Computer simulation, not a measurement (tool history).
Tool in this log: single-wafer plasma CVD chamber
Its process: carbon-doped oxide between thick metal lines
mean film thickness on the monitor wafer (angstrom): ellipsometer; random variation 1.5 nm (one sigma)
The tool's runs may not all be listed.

run	day	heater temperature setpoint (K)	chamber pressure (Pa)	RF power (kW)	deposition time (s)	mean film thickness on the monitor wafer (angstrom)
1	0	598.15	599	0.62	66.5	4040.1
2	0.025	593.15	599	0.62	66.5	4132.1
3	0.188	593.15	599	0.7	66.5	4592
4	0.312	593.15	599	0.7	66.5	4591.9
5	0.633	593.15	545	0.7	66.5	4487.6
6	0.954	593.15	644	0.7	66.5	4649.9

For run 7, what comes out?
7	1.092	593.15	644	0.7	66.5	?

mean film thickness on the monitor wafer (angstrom): 4633.4
